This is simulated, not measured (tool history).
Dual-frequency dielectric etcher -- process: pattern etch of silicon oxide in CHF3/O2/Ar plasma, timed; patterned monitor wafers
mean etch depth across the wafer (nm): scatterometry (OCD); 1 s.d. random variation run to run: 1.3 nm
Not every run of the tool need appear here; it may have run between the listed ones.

run	day	source power (kW)	bias power (kW)	etch time (s)	mean etch depth across the wafer (nm)
1	0.000	0.680	0.120	300.5	540.24
2	0.175	0.790	0.120	300.5	581.32
3	0.217	0.750	0.119	300.5	565.84
4	0.412	0.750	0.119	272.5	513.63
5	0.496	0.640	0.119	272.5	473.00
6	0.712	0.650	0.119	272.5	477.90

What does the tool deliver on the next run?
7	0.775	0.660	0.119	272.5	?

{"run 7": {"mean etch depth across the wafer (nm)": 479.92}}
